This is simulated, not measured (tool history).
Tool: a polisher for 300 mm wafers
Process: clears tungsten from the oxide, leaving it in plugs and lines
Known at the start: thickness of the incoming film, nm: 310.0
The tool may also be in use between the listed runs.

run,hour,flow of slurry (ml/min),pressure of the wafer on the pad (kPa),speed of the pad under the wafer (m/s),abrasive content of the slurry,overpolish time after the end point (s),time until the end point was called (s)
1,0,275,26.9,0.88,1,20,76.135
2,2.3,275,26.9,0.88,0.85,20,76.663
3,5.2,275,29.6,0.9,0.85,20,68.193
4,10.1,240,29.6,0.9,0.85,20,70.47
5,13.5,240,29.6,0.9,1,20,69.913
6,15.6,245,31.7,0.92,1,20,63.404
7,21.2,245,33.1,0.92,1,20,61.415

For run 8, what comes out?
8,25.9,245,34.5,0.92,1,20,?

Run 8 measured time until the end point was called (s) 57.096.

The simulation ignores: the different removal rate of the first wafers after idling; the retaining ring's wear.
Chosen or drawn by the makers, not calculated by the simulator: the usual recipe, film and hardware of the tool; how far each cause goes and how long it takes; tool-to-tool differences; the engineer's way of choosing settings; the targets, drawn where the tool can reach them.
